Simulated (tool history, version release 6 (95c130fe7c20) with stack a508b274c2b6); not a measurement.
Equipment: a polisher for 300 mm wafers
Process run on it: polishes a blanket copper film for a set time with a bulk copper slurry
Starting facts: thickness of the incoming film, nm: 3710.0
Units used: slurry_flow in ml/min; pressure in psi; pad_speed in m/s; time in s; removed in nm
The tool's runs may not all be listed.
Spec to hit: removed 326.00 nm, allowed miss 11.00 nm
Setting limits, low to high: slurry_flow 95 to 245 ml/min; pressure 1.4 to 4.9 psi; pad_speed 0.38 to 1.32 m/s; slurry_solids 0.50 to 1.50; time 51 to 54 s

{"run": 1, "hour": 0.0, "slurry_flow": 155, "pressure": 3.1, "pad_speed": 0.84, "slurry_solids": 1.0, "time": 51, "removed": 390.53}
{"run": 2, "hour": 1.9, "slurry_flow": 150, "pressure": 3.0, "pad_speed": 0.84, "slurry_solids": 1.0, "time": 51, "removed": 380.8}
{"run": 3, "hour": 6.7, "slurry_flow": 150, "pressure": 3.0, "pad_speed": 0.84, "slurry_solids": 1.0, "time": 51, "removed": 380.42}
{"run": 4, "hour": 11.7, "slurry_flow": 150, "pressure": 2.9, "pad_speed": 0.84, "slurry_solids": 1.0, "time": 51, "removed": 382.11}
{"run": 5, "hour": 16.8, "slurry_flow": 150, "pressure": 3.4, "pad_speed": 0.84, "slurry_solids": 1.0, "time": 51, "removed": 416.76}
{"run": 6, "hour": 21.2, "slurry_flow": 150, "pressure": 2.7, "pad_speed": 0.84, "slurry_solids": 1.0, "time": 51, "removed": 356.51}
{"run": 7, "hour": 24.9, "slurry_flow": 150, "pressure": 2.6, "pad_speed": 0.84, "slurry_solids": 1.0, "time": 51, "removed": 345.71}
{"run": 8, "hour": 29.9, "slurry_flow": 145, "pressure": 2.5, "pad_speed": 0.84, "slurry_solids": 1.0, "time": 51, "removed": 335.83}

Exactly one of the 4 candidate moves below puts every result within its allowed miss. Which one?
{"run": "A", "hour": 34.9, "slurry_flow": 130, "pressure": 2.4, "pad_speed": 0.82, "slurry_solids": 1.05, "time": 53, "removed": "?"}
{"run": "B", "hour": 34.9, "slurry_flow": 165, "pressure": 2.8, "pad_speed": 0.84, "slurry_solids": 0.9, "time": 51, "removed": "?"}
{"run": "C", "hour": 34.9, "slurry_flow": 145, "pressure": 2.1, "pad_speed": 0.94, "slurry_solids": 1.0, "time": 54, "removed": "?"}
{"run": "D", "hour": 34.9, "slurry_flow": 140, "pressure": 2.8, "pad_speed": 0.78, "slurry_solids": 1.05, "time": 53, "removed": "?"}

move=A removed=331.54
move=B removed=369.49
move=C removed=354.61
move=D removed=357.29
A: each result inside its tolerance
B: lands further from the targets than the last run did
C: lands further from the targets than the last run did
D: lands further from the targets than the last run did
So the answer is move A, the one that meets all the targets.

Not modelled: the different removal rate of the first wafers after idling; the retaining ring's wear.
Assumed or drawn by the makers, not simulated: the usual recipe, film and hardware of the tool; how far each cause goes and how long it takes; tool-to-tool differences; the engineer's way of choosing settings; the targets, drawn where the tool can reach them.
